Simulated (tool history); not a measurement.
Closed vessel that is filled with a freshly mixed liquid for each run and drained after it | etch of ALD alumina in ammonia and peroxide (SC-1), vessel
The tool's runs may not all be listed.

run,hour,temperature setpoint of the liquid (K),parts of 29 % ammonia solution to one part of 30 % peroxide (parts by volume),time in the liquid (s),thickness taken off the ALD alumina on a monitor wafer (nm)
1,0,323.15,0.55,220,9.7756
2,6.7,320.65,0.55,220,8.6547
3,10.3,318.65,0.55,220,7.6584
4,14.7,318.65,0.45,220,7.5674
5,21.4,314.65,0.45,220,5.9742
6,26.5,314.65,0.35,220,5.8904

Forecast run 7:
7,31,315.15,0.35,220,?

Run 7 gave thickness taken off the ALD alumina on a monitor wafer (nm) 6.0403.
